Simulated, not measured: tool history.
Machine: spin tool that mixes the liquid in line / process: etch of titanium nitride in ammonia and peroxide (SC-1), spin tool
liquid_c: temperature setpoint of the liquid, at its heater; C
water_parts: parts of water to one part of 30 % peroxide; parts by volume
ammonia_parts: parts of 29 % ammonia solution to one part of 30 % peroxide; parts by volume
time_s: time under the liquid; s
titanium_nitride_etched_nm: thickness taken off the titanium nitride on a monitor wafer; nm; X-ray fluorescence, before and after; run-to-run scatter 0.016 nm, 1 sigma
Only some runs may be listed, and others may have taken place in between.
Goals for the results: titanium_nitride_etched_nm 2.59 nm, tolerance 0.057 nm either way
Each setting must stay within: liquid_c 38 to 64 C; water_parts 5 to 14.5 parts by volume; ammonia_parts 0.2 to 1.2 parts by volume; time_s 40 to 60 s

run 1 hour=0 | liquid_c=48 water_parts=8 ammonia_parts=0.75 time_s=60 | titanium_nitride_etched_nm=3.6276
run 2 hour=6.1 | liquid_c=47.5 water_parts=8 ammonia_parts=0.75 time_s=60 | titanium_nitride_etched_nm=3.5177
run 3 hour=14.2 | liquid_c=47.5 water_parts=8 ammonia_parts=0.75 time_s=60 | titanium_nitride_etched_nm=3.5173
run 4 hour=22.5 | liquid_c=47 water_parts=8 ammonia_parts=0.75 time_s=60 | titanium_nitride_etched_nm=3.4073
run 5 hour=28.6 | liquid_c=46.5 water_parts=8 ammonia_parts=0.75 time_s=60 | titanium_nitride_etched_nm=3.324
run 6 hour=36.2 | liquid_c=46 water_parts=8 ammonia_parts=0.75 time_s=60 | titanium_nitride_etched_nm=3.1672
run 7 hour=45 | liquid_c=45.5 water_parts=8 ammonia_parts=0.75 time_s=60 | titanium_nitride_etched_nm=3.0683
run 8 hour=51.9 | liquid_c=45 water_parts=8 ammonia_parts=0.75 time_s=60 | titanium_nitride_etched_nm=2.9507
run 9 hour=56.5 | liquid_c=44.5 water_parts=8 ammonia_parts=0.75 time_s=60 | titanium_nitride_etched_nm=2.868
run 10 hour=57.9 | liquid_c=43.5 water_parts=8 ammonia_parts=0.75 time_s=60 | titanium_nitride_etched_nm=2.6504

Of the 4 settings listed for the next run, only one would bring every result within its allowed miss of target. Which one?
run A hour=59.3 | liquid_c=42 water_parts=6 ammonia_parts=0.75 time_s=60 | titanium_nitride_etched_nm=?
run B hour=59.3 | liquid_c=49 water_parts=9 ammonia_parts=0.8 time_s=40 | titanium_nitride_etched_nm=?
run C hour=59.3 | liquid_c=44.5 water_parts=8 ammonia_parts=0.3 time_s=60 | titanium_nitride_etched_nm=?
run D hour=59.3 | liquid_c=44.5 water_parts=8.5 ammonia_parts=0.5 time_s=60 | titanium_nitride_etched_nm=?

move=A titanium_nitride_etched_nm=2.7471
move=B titanium_nitride_etched_nm=2.5106
move=C titanium_nitride_etched_nm=2.4586
move=D titanium_nitride_etched_nm=2.607
A: further off than the last run
B: takes the biggest miss from the last run beyond its target
C: takes the biggest miss from the last run beyond its target
D: meets every target
D is the move that brings every result within its allowed miss.
